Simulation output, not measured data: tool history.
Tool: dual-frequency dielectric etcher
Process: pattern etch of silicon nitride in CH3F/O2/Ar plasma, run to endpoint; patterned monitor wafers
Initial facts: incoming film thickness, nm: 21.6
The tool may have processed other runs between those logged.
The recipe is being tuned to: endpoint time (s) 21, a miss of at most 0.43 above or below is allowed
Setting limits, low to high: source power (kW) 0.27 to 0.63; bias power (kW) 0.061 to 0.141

run 1 hour=0 | source_power_(kW)=0.45 bias_power_(kW)=0.101 | endpoint_time_(s)=24.345
run 2 hour=5.5 | source_power_(kW)=0.47 bias_power_(kW)=0.102 | endpoint_time_(s)=24.015
run 3 hour=10.1 | source_power_(kW)=0.41 bias_power_(kW)=0.102 | endpoint_time_(s)=25.137
run 4 hour=14.2 | source_power_(kW)=0.41 bias_power_(kW)=0.091 | endpoint_time_(s)=25.944
run 5 hour=15.8 | source_power_(kW)=0.38 bias_power_(kW)=0.091 | endpoint_time_(s)=26.794
run 6 hour=21.8 | source_power_(kW)=0.41 bias_power_(kW)=0.093 | endpoint_time_(s)=26.067
run 7 hour=23.8 | source_power_(kW)=0.41 bias_power_(kW)=0.093 | endpoint_time_(s)=25.893
run 8 hour=27.9 | source_power_(kW)=0.5 bias_power_(kW)=0.111 | endpoint_time_(s)=22.852
run 9 hour=28.7 | source_power_(kW)=0.51 bias_power_(kW)=0.112 | endpoint_time_(s)=23.149

Next run, 5 choices. One meets every target within its allowed miss, the rest don't. Which?
run A hour=29.5 | source_power_(kW)=0.45 bias_power_(kW)=0.107 | endpoint_time_(s)=?
run B hour=29.5 | source_power_(kW)=0.43 bias_power_(kW)=0.097 | endpoint_time_(s)=?
run C hour=29.5 | source_power_(kW)=0.63 bias_power_(kW)=0.139 | endpoint_time_(s)=?
run D hour=29.5 | source_power_(kW)=0.54 bias_power_(kW)=0.119 | endpoint_time_(s)=?
run E hour=29.5 | source_power_(kW)=0.57 bias_power_(kW)=0.133 | endpoint_time_(s)=?

move=A endpoint_time_(s)=24.077
move=B endpoint_time_(s)=25.081
move=C endpoint_time_(s)=20.093
move=D endpoint_time_(s)=22.085
move=E endpoint_time_(s)=21.014
A: lands further from the targets than the last run did
B: lands further from the targets than the last run did
C: the result that was furthest off in the last run now lies on the other side of its target
D: closes in on the targets versus the last run, not all within tolerance yet
E: hits every target within its allowed miss
So the answer is move E, the one that meets all the targets.
